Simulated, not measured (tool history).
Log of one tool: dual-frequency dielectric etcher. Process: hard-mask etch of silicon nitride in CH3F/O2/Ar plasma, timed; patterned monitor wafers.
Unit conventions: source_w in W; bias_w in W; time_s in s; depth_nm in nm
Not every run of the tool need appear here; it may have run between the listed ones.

run,day,source_w,bias_w,time_s,depth_nm
1,0.000,470,72,259,182.92
2,0.238,440,71,259,176.86
3,0.425,510,71,259,187.38
4,0.696,480,70,259,181.60
# day 0.838: wet clean of the chamber
5,0.838,410,70,259,177.39
6,1.154,490,70,259,189.99
7,1.442,460,70,259,185.68

What does the tool deliver on the next run?
8,1.733,460,70,259,?

{"run 8": {"depth_nm": 185.47}}
